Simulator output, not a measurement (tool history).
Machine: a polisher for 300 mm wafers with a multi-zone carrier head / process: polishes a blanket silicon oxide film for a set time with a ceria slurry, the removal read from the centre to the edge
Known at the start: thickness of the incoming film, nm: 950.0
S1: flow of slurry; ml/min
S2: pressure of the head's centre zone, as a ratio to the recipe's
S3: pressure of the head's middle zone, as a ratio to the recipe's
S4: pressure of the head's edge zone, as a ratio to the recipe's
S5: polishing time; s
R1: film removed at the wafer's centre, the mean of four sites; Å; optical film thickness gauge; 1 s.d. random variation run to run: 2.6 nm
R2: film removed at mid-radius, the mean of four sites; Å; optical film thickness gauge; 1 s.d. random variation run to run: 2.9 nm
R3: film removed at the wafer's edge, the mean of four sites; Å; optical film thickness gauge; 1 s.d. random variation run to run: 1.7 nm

Run 1, day 0: S1 165 ml/min, S2 1, S3 1, S4 1, S5 63 s. Result: R1 2896.8 Å, R2 2978 Å, R3 2953.5 Å.
Run 2, day 0.242: S1 165 ml/min, S2 1, S3 1, S4 0.96, S5 63 s. Result: R1 2950.7 Å, R2 2927.4 Å, R3 2896.9 Å.
Run 3, day 0.538: S1 190 ml/min, S2 1, S3 1, S4 0.96, S5 63 s. Result: R1 3006.1 Å, R2 2990.4 Å, R3 2914.3 Å.
Run 4, day 0.896: S1 190 ml/min, S2 1, S3 1.08, S4 0.96, S5 63 s. Result: R1 3013 Å, R2 3177.6 Å, R3 2918.9 Å.
Run 5, day 1.129: S1 185 ml/min, S2 1, S3 1.06, S4 0.95, S5 63 s. Result: R1 2997.8 Å, R2 3189.6 Å, R3 2922.2 Å.
Run 6, day 1.333: S1 150 ml/min, S2 1, S3 1.06, S4 0.95, S5 63 s. Result: R1 2854.5 Å, R2 2963.8 Å, R3 2819.3 Å.
Run 7, day 1.392: S1 145 ml/min, S2 1, S3 1.05, S4 0.94, S5 63 s. Result: R1 2868.6 Å, R2 2964.4 Å, R3 2822.5 Å.
Run 8, day 1.525: S1 145 ml/min, S2 1, S3 1.05, S4 0.94, S5 63 s. Result: R1 2828.7 Å, R2 2957.8 Å, R3 2801.6 Å.
Run 9, day 1.85: S1 140 ml/min, S2 1, S3 1.04, S4 0.93, S5 63 s. Result: R1 2811.5 Å, R2 2958.3 Å, R3 2815.7 Å.
Run 10, day 2.221: S1 140 ml/min, S2 1.01, S3 1.03, S4 0.93, S5 62 s. Result: R1 2771.9 Å, R2 2831.8 Å, R3 2728.1 Å.
Run 11, day 2.392: S1 135 ml/min, S2 1.02, S3 1.02, S4 0.92, S5 62 s. Result: R1 2857.2 Å, R2 2833.5 Å, R3 2706.3 Å.

Run 12 comes next. What will it give?
Run 12, day 2.688: S1 130 ml/min, S2 1.02, S3 1.01, S4 0.92, S5 62 s. Result: R1 ?, R2 ?, R3 ?.

{"run 12": {"R1": 2773.6, "R2": 2756.8, "R3": 2711.4}}
